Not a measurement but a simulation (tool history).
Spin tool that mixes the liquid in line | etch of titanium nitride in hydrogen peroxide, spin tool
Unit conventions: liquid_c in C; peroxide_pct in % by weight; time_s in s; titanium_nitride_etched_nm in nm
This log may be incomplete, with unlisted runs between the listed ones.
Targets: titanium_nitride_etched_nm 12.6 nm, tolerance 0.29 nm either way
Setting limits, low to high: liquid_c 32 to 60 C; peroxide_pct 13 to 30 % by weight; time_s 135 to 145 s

run,hour,liquid_c,peroxide_pct,time_s,titanium_nitride_etched_nm
1,0,44,26,135,7.5242
2,2,46,26,135,8.756
3,7.4,46,29,135,9.058
4,16.3,46,24.5,135,8.7215
5,23.2,47.5,24.5,135,9.6358
6,26.7,44.5,24.5,135,7.6878
7,32.9,46,24.5,135,8.5992
8,36.3,52,24.5,135,13.313
9,42.8,51.5,24.5,135,12.862

Pick the move, out of 5, that brings all results within their allowed miss; only one does.
A,49.3,52,25,135,?
B,49.3,51,27,135,?
C,49.3,51.5,25,140,?
D,49.3,51.5,29.5,135,?
E,49.3,51,23,145,?

move,titanium_nitride_etched_nm
A,13.467
B,12.75
C,13.475
D,13.476
E,13.223
A: misses by more than the last run did
B: each result inside its tolerance
C: misses by more than the last run did
D: misses by more than the last run did
E: misses by more than the last run did
Answer: B
